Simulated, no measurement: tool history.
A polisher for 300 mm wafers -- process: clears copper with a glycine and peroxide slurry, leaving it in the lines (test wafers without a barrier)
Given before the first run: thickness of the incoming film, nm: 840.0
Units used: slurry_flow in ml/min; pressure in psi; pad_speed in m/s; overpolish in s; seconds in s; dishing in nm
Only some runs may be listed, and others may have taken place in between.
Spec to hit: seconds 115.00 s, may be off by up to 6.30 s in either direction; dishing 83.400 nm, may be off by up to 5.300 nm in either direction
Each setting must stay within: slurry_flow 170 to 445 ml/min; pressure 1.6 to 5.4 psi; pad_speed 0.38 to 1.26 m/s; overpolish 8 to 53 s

{"run": 1, "hour": 0.0, "slurry_flow": 285, "pressure": 3.5, "pad_speed": 0.82, "overpolish": 27, "seconds": 174.81, "dishing": 74.728}
{"run": 2, "hour": 5.8, "slurry_flow": 325, "pressure": 3.5, "pad_speed": 0.82, "overpolish": 27, "seconds": 173.26, "dishing": 74.479}
{"run": 3, "hour": 10.4, "slurry_flow": 260, "pressure": 3.5, "pad_speed": 0.82, "overpolish": 27, "seconds": 183.06, "dishing": 71.932}
{"run": 4, "hour": 15.2, "slurry_flow": 280, "pressure": 4.0, "pad_speed": 0.84, "overpolish": 25, "seconds": 155.58, "dishing": 77.695}
{"run": 5, "hour": 23.3, "slurry_flow": 215, "pressure": 4.0, "pad_speed": 0.84, "overpolish": 25, "seconds": 161.24, "dishing": 71.851}
{"run": 6, "hour": 25.0, "slurry_flow": 215, "pressure": 3.7, "pad_speed": 0.84, "overpolish": 25, "seconds": 172.53, "dishing": 71.399}
{"run": 7, "hour": 26.2, "slurry_flow": 220, "pressure": 4.7, "pad_speed": 0.9, "overpolish": 24, "seconds": 136.85, "dishing": 86.447}
{"run": 8, "hour": 32.6, "slurry_flow": 230, "pressure": 4.9, "pad_speed": 0.92, "overpolish": 22, "seconds": 124.12, "dishing": 85.477}
{"run": 9, "hour": 40.7, "slurry_flow": 235, "pressure": 5.0, "pad_speed": 0.92, "overpolish": 21, "seconds": 123.85, "dishing": 82.372}

5 candidate next runs follow, results not yet known. Just one meets every target within its allowed miss. Identify it.
{"run": "A", "hour": 48.8, "slurry_flow": 210, "pressure": 5.0, "pad_speed": 1.0, "overpolish": 21, "seconds": "?", "dishing": "?"}
{"run": "B", "hour": 48.8, "slurry_flow": 270, "pressure": 4.6, "pad_speed": 0.86, "overpolish": 25, "seconds": "?", "dishing": "?"}
{"run": "C", "hour": 48.8, "slurry_flow": 200, "pressure": 4.4, "pad_speed": 0.88, "overpolish": 23, "seconds": "?", "dishing": "?"}
{"run": "D", "hour": 48.8, "slurry_flow": 265, "pressure": 4.8, "pad_speed": 0.88, "overpolish": 24, "seconds": "?", "dishing": "?"}
{"run": "E", "hour": 48.8, "slurry_flow": 210, "pressure": 4.9, "pad_speed": 0.86, "overpolish": 21, "seconds": "?", "dishing": "?"}

move=A seconds=115.44 dishing=83.579
move=B seconds=137.39 dishing=83.646
move=C seconds=145.70 dishing=75.065
move=D seconds=130.02 dishing=84.620
move=E seconds=134.31 dishing=74.879
A: all results in spec
B: its largest miss is bigger than the last run's
C: its largest miss is bigger than the last run's
D: its largest miss is bigger than the last run's
E: its largest miss is bigger than the last run's
Go with A: it meets all targets.

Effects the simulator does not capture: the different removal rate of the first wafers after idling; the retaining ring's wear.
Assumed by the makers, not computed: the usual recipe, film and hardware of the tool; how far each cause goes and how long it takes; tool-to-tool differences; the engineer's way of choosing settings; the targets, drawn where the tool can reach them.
